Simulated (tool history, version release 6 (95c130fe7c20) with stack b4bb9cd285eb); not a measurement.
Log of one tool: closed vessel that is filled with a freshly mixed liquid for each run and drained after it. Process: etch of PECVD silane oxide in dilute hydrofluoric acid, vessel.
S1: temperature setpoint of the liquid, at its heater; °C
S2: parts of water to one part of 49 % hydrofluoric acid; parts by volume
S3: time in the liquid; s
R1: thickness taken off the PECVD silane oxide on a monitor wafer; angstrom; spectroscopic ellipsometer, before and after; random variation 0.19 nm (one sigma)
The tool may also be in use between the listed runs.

run    day    S1  S2  S3      R1
  1  0.000  25.0  55  85  288.57
  2  0.138  28.0  55  85  320.70
  3  0.333  31.5  55  85  367.59
  4  0.700  28.5  55  85  331.25
  5  0.975  26.0  55  85  300.66
  6  1.033  28.5  55  85  325.00

Forecast run 7:
  7  1.254  26.0  55  85   ?

R1: 295.70 angstrom
